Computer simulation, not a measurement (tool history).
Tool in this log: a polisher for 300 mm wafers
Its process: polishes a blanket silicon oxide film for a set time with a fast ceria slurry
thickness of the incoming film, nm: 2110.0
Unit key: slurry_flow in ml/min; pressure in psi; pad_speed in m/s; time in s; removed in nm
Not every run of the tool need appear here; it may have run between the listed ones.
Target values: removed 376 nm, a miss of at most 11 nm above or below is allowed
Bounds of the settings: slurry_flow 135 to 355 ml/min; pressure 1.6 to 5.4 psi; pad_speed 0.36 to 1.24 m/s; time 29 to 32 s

run,hour,slurry_flow,pressure,pad_speed,time,removed
1,0,225,3.5,0.8,32,493.64
2,8.7,225,3.5,0.92,32,559.86
3,10,225,3.4,0.92,32,556.14
4,12.1,225,3.3,0.92,32,535.55
5,14.9,225,2.8,0.92,32,451.2
6,19.4,260,2.8,0.92,32,463.59
7,25,215,2.1,0.92,32,340.52
8,30.8,220,2.1,0.92,32,344.27
9,36.1,225,2.1,0.92,32,350.41
10,40.4,230,2.1,0.92,32,345.45
11,40.9,235,2.1,0.92,32,343.21
12,46.3,240,2.2,0.92,32,361.67

Below are 5 possible settings for the next run. Only one of them brings all results inside the allowed miss of their targets. Which is it?
A,51.7,190,2.8,0.86,29,?
B,51.7,220,1.9,1.08,31,?
C,51.7,240,2.2,0.98,29,?
D,51.7,180,2.3,0.86,32,?
E,51.7,230,2.4,0.96,32,?

move,removed
A,374.78
B,352.92
C,348.97
D,339.42
E,407.94
A: every result within its allowed miss
B: further off than the last run
C: further off than the last run
D: further off than the last run
E: takes the biggest miss from the last run beyond its target
A is the move that brings every result within its allowed miss.
